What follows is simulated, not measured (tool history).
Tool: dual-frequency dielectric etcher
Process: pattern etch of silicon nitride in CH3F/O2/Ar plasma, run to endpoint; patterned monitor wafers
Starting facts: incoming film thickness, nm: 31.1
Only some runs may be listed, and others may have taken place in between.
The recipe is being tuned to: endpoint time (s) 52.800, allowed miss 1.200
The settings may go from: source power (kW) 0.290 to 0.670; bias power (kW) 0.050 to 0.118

| run | hour | source power (kW) | bias power (kW) | endpoint time (s) |
|---|---|---|---|---|
| 1 | 0.0 | 0.480 | 0.084 | 41.644 |
| 2 | 1.3 | 0.420 | 0.084 | 44.130 |
| 3 | 5.9 | 0.390 | 0.084 | 45.716 |
| 4 | 12.6 | 0.470 | 0.084 | 42.105 |
| 5 | 13.6 | 0.410 | 0.084 | 44.915 |
| 6 | 15.6 | 0.470 | 0.084 | 41.981 |
|  | 20.6 | bias power generator calibrated |
| 7 | 20.6 | 0.430 | 0.081 | 43.586 |
| 8 | 21.1 | 0.390 | 0.073 | 48.014 |
| 9 | 28.2 | 0.370 | 0.072 | 49.323 |
| 10 | 30.7 | 0.360 | 0.072 | 49.978 |

Of the 5 settings listed for the next run, only one would bring every result within its allowed miss of target. Which one?
| A | 33.2 | 0.390 | 0.064 | ? |
| B | 33.2 | 0.350 | 0.089 | ? |
| C | 33.2 | 0.440 | 0.065 | ? |
| D | 33.2 | 0.360 | 0.074 | ? |
| E | 33.2 | 0.320 | 0.072 | ? |

| move | endpoint time (s) |
|---|---|
| A | 50.633 |
| B | 46.128 |
| C | 47.457 |
| D | 49.383 |
| E | 53.021 |
A: nearer the targets than the last run, but a result is still out of spec
B: lands further from the targets than the last run did
C: lands further from the targets than the last run did
D: lands further from the targets than the last run did
E: every result within its allowed miss
Answer: E

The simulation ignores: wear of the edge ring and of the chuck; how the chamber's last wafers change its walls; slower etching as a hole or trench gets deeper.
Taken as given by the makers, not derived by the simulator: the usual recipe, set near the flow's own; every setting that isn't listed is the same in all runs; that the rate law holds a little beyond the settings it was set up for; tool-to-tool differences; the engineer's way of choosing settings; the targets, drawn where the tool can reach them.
